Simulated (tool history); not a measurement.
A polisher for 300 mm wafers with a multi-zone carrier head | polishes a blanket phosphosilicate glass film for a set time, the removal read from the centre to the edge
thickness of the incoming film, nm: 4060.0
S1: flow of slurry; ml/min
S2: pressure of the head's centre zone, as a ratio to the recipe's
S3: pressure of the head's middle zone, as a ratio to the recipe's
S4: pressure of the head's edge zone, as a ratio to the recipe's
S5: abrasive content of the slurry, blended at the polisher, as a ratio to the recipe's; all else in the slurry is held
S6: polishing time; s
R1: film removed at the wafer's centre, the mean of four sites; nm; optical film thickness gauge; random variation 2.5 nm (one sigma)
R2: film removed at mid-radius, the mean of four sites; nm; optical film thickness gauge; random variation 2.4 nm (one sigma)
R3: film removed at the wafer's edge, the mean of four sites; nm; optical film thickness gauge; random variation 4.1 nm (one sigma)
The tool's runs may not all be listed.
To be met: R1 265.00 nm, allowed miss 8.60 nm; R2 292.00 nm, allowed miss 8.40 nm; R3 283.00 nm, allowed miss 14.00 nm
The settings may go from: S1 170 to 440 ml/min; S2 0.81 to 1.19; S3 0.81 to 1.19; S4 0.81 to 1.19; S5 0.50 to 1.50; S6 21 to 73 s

{"run": 1, "hour": 0.0, "S1": 280, "S2": 1.0, "S3": 1.0, "S4": 1.0, "S5": 1.0, "S6": 47, "R1": 479.55, "R2": 523.69, "R3": 513.65}
{"run": 2, "hour": 8.1, "S1": 280, "S2": 0.99, "S3": 0.99, "S4": 0.97, "S5": 0.9, "S6": 44, "R1": 435.5, "R2": 469.28, "R3": 465.76}
{"run": 3, "hour": 10.8, "S1": 280, "S2": 0.99, "S3": 0.99, "S4": 0.97, "S5": 1.05, "S6": 44, "R1": 452.71, "R2": 491.67, "R3": 489.26}
{"run": 4, "hour": 12.0, "S1": 280, "S2": 0.99, "S3": 0.99, "S4": 0.97, "S5": 1.25, "S6": 44, "R1": 476.56, "R2": 522.37, "R3": 532.2}
{"run": 5, "hour": 19.5, "S1": 280, "S2": 0.99, "S3": 0.99, "S4": 0.97, "S5": 1.05, "S6": 44, "R1": 454.26, "R2": 494.31, "R3": 502.2}
{"run": 6, "hour": 24.3, "S1": 275, "S2": 0.99, "S3": 1.0, "S4": 0.97, "S5": 0.95, "S6": 40, "R1": 395.8, "R2": 433.85, "R3": 417.66}
{"run": 7, "hour": 26.5, "S1": 265, "S2": 0.98, "S3": 0.99, "S4": 0.97, "S5": 0.85, "S6": 39, "R1": 370.99, "R2": 402.13, "R3": 399.9}
{"run": 8, "hour": 30.7, "S1": 265, "S2": 0.97, "S3": 0.99, "S4": 0.96, "S5": 0.8, "S6": 37, "R1": 335.3, "R2": 375.31, "R3": 367.66}
{"hour": 31.5, "done": "centre zone pressure recalibrated"}
{"run": 9, "hour": 31.5, "S1": 265, "S2": 0.97, "S3": 0.98, "S4": 0.95, "S5": 0.75, "S6": 36, "R1": 348.98, "R2": 348.81, "R3": 352.53}
{"run": 10, "hour": 35.4, "S1": 230, "S2": 0.87, "S3": 1.06, "S4": 0.93, "S5": 0.5, "S6": 31, "R1": 225.25, "R2": 272.98, "R3": 248.03}
{"run": 11, "hour": 36.4, "S1": 250, "S2": 0.88, "S3": 1.05, "S4": 0.94, "S5": 0.5, "S6": 31, "R1": 232.3, "R2": 275.43, "R3": 259.61}

Which of these 4 next moves meets every target?
{"run": "A", "hour": 37.4, "S1": 240, "S2": 0.93, "S3": 0.84, "S4": 1.05, "S5": 0.5, "S6": 37, "R1": "?", "R2": "?", "R3": "?"}
{"run": "B", "hour": 37.4, "S1": 255, "S2": 0.97, "S3": 1.03, "S4": 0.91, "S5": 0.5, "S6": 31, "R1": "?", "R2": "?", "R3": "?"}
{"run": "C", "hour": 37.4, "S1": 335, "S2": 0.9, "S3": 0.98, "S4": 0.92, "S5": 0.7, "S6": 30, "R1": "?", "R2": "?", "R3": "?"}
{"run": "D", "hour": 37.4, "S1": 235, "S2": 0.96, "S3": 1.08, "S4": 0.87, "S5": 0.65, "S6": 32, "R1": "?", "R2": "?", "R3": "?"}

move=A R1=293.28 R2=271.38 R3=322.59
move=B R1=258.17 R2=268.62 R3=253.11
move=C R1=270.87 R2=290.51 R3=284.54
move=D R1=287.80 R2=314.48 R3=279.87
A: takes the result that was furthest off past its target
B: brings the result that was furthest off to its target, and leaves another outside
C: meets every target
D: takes the result that was furthest off past its target
Answer: C
